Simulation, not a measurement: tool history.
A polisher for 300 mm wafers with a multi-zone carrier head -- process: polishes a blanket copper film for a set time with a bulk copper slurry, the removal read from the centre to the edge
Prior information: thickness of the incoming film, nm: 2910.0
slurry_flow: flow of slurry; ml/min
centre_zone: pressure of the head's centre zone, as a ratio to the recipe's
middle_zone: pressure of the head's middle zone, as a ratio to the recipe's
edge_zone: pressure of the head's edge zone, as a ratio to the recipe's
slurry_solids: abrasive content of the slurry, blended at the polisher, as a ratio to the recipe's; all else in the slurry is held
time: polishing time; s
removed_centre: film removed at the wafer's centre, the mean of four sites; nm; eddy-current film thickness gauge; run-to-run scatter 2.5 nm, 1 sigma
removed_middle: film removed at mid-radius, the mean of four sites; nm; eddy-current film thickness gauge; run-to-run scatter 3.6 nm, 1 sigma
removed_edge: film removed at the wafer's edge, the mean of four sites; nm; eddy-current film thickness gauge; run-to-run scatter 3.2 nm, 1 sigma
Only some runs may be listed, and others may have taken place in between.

run  hour  slurry_flow  centre_zone  middle_zone  edge_zone  slurry_solids  time  removed_centre  removed_middle  removed_edge
  1   0.0          215         1.00         1.00       1.00           1.00    37          247.08          244.25        238.28
  2   7.7          215         1.00         1.00       1.06           1.00    37          245.96          242.50        241.35
  3  10.2          225         1.02         1.03       1.06           1.10    37          263.31          259.44        246.65
  4  14.9          225         1.02         1.03       0.98           1.10    37          259.55          262.36        238.77
  5  15.8          225         1.08         1.03       0.98           1.10    37          269.70          255.63        235.45
  6  20.4          225         1.04         1.03       0.98           1.10    37          264.35          252.10        240.75
  7  21.6          225         1.04         1.03       0.98           1.10    37          266.48          262.05        240.35
  8  22.3          235         1.05         1.04       1.00           1.15    37          275.02          268.95        251.60

What will run 9 give?
  9  26.0          250         1.07         1.06       1.00           1.15    37               ?               ?             ?

Logged for run 9: removed_centre 277.95 nm, removed_middle 271.94 nm, removed_edge 248.72 nm.

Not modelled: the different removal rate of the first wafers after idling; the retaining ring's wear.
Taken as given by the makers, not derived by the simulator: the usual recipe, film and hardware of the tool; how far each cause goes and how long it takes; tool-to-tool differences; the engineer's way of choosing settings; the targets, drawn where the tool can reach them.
